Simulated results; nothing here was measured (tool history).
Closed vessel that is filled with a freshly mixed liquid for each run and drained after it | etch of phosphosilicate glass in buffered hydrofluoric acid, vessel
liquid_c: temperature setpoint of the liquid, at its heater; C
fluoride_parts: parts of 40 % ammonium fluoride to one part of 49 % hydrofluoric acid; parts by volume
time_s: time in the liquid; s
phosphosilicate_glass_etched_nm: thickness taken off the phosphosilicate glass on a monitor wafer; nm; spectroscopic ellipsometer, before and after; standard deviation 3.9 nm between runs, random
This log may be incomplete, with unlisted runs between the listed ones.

run    day  liquid_c  fluoride_parts  time_s  phosphosilicate_glass_etched_nm
  1  0.000      20.0              12     100                           458.76
  2  0.208      21.0              12     100                           486.64
  3  0.233      22.0              12     100                           513.45
  4  0.312      24.5              12     100                           596.05
  5  0.450      24.5              12     105                           619.63
  6  0.604      24.5              12     100                           595.73
  7  0.854      25.0              12     100                           610.30
  8  0.892      25.5              12     100                           619.91
  9  1.192      26.0              12     100                           641.02

Run 10 comes next. What will it give?
     1.467  -- thermometer replaced
 10  1.467      26.5              12     100                                ?

Run 10 measured phosphosilicate_glass_etched_nm 701.36 nm.
